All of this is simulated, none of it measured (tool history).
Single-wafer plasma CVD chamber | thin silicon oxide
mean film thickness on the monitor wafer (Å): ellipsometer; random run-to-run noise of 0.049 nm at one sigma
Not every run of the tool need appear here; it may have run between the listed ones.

| run | hour | heater temperature setpoint (°C) | chamber pressure (mTorr) | RF power (W) | deposition time (s) | mean film thickness on the monitor wafer (Å) |
|---|---|---|---|---|---|---|
| 1 | 0 | 380 | 789 | 210 | 8 | 125.63 |
| 2 | 0.6 | 380 | 789 | 210 | 7.6 | 118.64 |
| 3 | 6.8 | 380 | 789 | 230 | 7.6 | 126.36 |
| 4 | 8.2 | 388 | 789 | 230 | 7.6 | 124.93 |
| 5 | 9.9 | 388 | 825 | 230 | 7.6 | 130.91 |
| 6 | 18.5 | 383 | 825 | 230 | 7.6 | 131.96 |
| 7 | 23 | 383 | 850 | 230 | 7.6 | 135.01 |
| 8 | 31.5 | 383 | 874 | 230 | 7.6 | 137.92 |
| 9 | 34.1 | 383 | 896 | 230 | 7.6 | 140.61 |
| 10 | 42 | 383 | 915 | 230 | 7.6 | 143.2 |
| 11 | 43.5 | 383 | 931 | 230 | 7.6 | 145.08 |
| 12 | 44.4 | 383 | 944 | 230 | 7.6 | 147.78 |

What does the tool deliver on the next run?
| 13 | 51.2 | 383 | 953 | 230 | 7.6 | ? |

{"run 13": {"mean film thickness on the monitor wafer (Å)": 148.7}}
